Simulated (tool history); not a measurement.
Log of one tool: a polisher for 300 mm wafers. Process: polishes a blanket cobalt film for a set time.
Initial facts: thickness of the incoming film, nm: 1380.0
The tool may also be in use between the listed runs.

| run | hour | flow of slurry (ml/min) | pressure of the wafer on the pad (psi) | speed of the pad under the wafer (m/s) | polishing time (s) | film removed (Å) |
|---|---|---|---|---|---|---|
| 1 | 0.0 | 250 | 2.5 | 0.78 | 52 | 2387.8 |
| 2 | 5.1 | 280 | 2.5 | 0.78 | 52 | 2367.7 |
| 3 | 9.1 | 280 | 3.0 | 0.78 | 52 | 2767.8 |
| 4 | 15.8 | 280 | 2.7 | 0.78 | 52 | 2568.1 |
| 5 | 20.2 | 280 | 2.7 | 0.90 | 52 | 2869.7 |
| 6 | 26.2 | 280 | 2.4 | 0.88 | 52 | 2532.9 |

Expected results for the next run?
|  | 33.8 | worn pad replaced by a new one |
| 7 | 33.8 | 280 | 2.2 | 0.88 | 52 | ? |

Run 7 measured film removed (Å) 2622.7.
